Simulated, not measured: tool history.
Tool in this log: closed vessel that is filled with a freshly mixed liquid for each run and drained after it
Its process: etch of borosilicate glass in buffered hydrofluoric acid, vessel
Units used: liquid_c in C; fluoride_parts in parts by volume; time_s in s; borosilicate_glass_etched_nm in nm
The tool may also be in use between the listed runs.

run  hour  liquid_c  fluoride_parts  time_s  borosilicate_glass_etched_nm
  1   0.0      22.0            23.5     100                        53.056
  2   1.8      23.5            22.5     100                        59.562
  3   9.0      23.5            22.5     105                        62.114
  4   9.9      22.0            22.5     105                        56.919
  5  16.6      22.0            22.5     105                        57.502
  6  20.4      22.0            19.5     105                        63.161
  7  21.8      23.5            19.5     105                        67.989
  8  25.0      24.5            19.5     105                        73.269
  9  29.7      28.5            19.0     105                        92.105

Expected results for the next run?
 10  33.4      29.0            19.0     105                             ?

borosilicate_glass_etched_nm: 93.888 nm
